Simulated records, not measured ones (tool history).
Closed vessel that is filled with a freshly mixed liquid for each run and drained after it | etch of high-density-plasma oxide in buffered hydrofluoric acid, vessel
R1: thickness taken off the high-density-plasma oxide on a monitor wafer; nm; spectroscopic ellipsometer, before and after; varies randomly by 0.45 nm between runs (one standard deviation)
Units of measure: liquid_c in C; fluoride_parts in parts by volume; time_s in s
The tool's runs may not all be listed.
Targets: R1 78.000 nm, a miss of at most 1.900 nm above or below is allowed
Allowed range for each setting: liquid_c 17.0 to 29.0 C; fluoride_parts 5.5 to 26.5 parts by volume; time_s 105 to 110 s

{"run": 1, "day": 0.0, "liquid_c": 21.0, "fluoride_parts": 16.0, "time_s": 105, "R1": 59.704}
{"run": 2, "day": 0.175, "liquid_c": 22.0, "fluoride_parts": 16.0, "time_s": 105, "R1": 62.693}
{"run": 3, "day": 0.367, "liquid_c": 22.0, "fluoride_parts": 16.0, "time_s": 105, "R1": 62.021}
{"run": 4, "day": 0.483, "liquid_c": 22.0, "fluoride_parts": 16.0, "time_s": 110, "R1": 65.823}
{"run": 5, "day": 0.654, "liquid_c": 22.0, "fluoride_parts": 16.0, "time_s": 110, "R1": 64.764}
{"run": 6, "day": 0.875, "liquid_c": 22.0, "fluoride_parts": 11.5, "time_s": 110, "R1": 90.579}
{"run": 7, "day": 1.083, "liquid_c": 21.0, "fluoride_parts": 11.5, "time_s": 110, "R1": 85.478}
{"run": 8, "day": 1.267, "liquid_c": 20.5, "fluoride_parts": 11.5, "time_s": 110, "R1": 84.341}
{"run": 9, "day": 1.521, "liquid_c": 20.0, "fluoride_parts": 11.5, "time_s": 110, "R1": 81.081}

5 candidate next runs follow, results not yet known. Just one meets every target within its allowed miss. Identify it.
{"run": "A", "day": 1.775, "liquid_c": 20.0, "fluoride_parts": 11.5, "time_s": 105, "R1": "?"}
{"run": "B", "day": 1.775, "liquid_c": 19.5, "fluoride_parts": 11.0, "time_s": 110, "R1": "?"}
{"run": "C", "day": 1.775, "liquid_c": 21.0, "fluoride_parts": 11.5, "time_s": 110, "R1": "?"}
{"run": "D", "day": 1.775, "liquid_c": 19.0, "fluoride_parts": 9.5, "time_s": 105, "R1": "?"}
{"run": "E", "day": 1.775, "liquid_c": 20.5, "fluoride_parts": 11.0, "time_s": 105, "R1": "?"}

move=A R1=77.633
move=B R1=82.596
move=C R1=86.001
move=D R1=88.458
move=E R1=83.385
A: all results land within tolerance of their targets
B: misses by more than the last run did
C: misses by more than the last run did
D: misses by more than the last run did
E: misses by more than the last run did
The right move is A.

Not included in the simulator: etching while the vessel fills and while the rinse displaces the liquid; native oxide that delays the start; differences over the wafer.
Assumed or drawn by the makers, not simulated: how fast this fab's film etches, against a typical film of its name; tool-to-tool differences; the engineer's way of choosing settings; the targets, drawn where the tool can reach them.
